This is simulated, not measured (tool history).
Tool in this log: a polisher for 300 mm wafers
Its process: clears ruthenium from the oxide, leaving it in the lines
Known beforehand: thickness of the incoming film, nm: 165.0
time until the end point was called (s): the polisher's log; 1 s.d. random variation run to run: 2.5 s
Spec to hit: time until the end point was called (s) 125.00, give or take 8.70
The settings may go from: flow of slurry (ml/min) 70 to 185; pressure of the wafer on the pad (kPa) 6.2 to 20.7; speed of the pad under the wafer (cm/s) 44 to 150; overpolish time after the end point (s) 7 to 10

| run | hour | flow of slurry (ml/min) | pressure of the wafer on the pad (kPa) | speed of the pad under the wafer (cm/s) | overpolish time after the end point (s) | time until the end point was called (s) |
|---|---|---|---|---|---|---|
| 1 | 0.0 | 120 | 13.1 | 96 | 10 | 199.34 |
| 2 | 3.3 | 120 | 13.1 | 116 | 10 | 174.31 |
| 3 | 7.7 | 120 | 14.5 | 118 | 10 | 156.66 |
| 4 | 12.4 | 120 | 14.5 | 118 | 7 | 159.24 |
| 5 | 19.3 | 120 | 14.5 | 100 | 7 | 181.82 |
| 6 | 21.1 | 135 | 14.5 | 100 | 7 | 168.29 |
| 7 | 24.2 | 140 | 15.2 | 102 | 7 | 158.39 |
| 8 | 29.3 | 145 | 15.9 | 104 | 7 | 148.49 |
| 9 | 32.8 | 150 | 16.5 | 104 | 7 | 146.60 |
| 10 | 38.5 | 150 | 17.2 | 106 | 7 | 137.62 |

4 next moves are on the table. One of them brings every result within its allowed miss. Which?
| A | 44.2 | 155 | 20.7 | 122 | 8 | ? |
| B | 44.2 | 130 | 18.6 | 94 | 7 | ? |
| C | 44.2 | 145 | 14.5 | 126 | 7 | ? |
| D | 44.2 | 185 | 17.2 | 114 | 7 | ? |

| move | time until the end point was called (s) |
|---|---|
| A | 104.50 |
| B | 147.50 |
| C | 142.17 |
| D | 127.63 |
A: takes the biggest miss from the last run beyond its target
B: its largest miss is bigger than the last run's
C: its largest miss is bigger than the last run's
D: all results in spec
Answer: D
